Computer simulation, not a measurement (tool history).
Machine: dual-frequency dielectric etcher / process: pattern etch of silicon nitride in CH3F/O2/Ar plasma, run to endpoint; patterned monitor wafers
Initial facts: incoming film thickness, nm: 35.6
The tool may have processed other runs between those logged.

run  hour  source power (kW)  bias power (kW)  endpoint time (s)
  1     0               0.51            0.099             37.889
  2   1.4               0.48            0.096             38.726
  3  10.4               0.45            0.091             40.244
  4    15               0.51            0.091             38.832
  5  23.1               0.48            0.088             39.716
  6  28.2               0.45            0.085               40.9
  7  35.2               0.43            0.083             42.091
  8  41.6               0.43            0.083             42.053
  9  42.5               0.43            0.083              42.11

Forecast run 10:
 10  50.3               0.41            0.082                  ?

endpoint time (s): 42.784
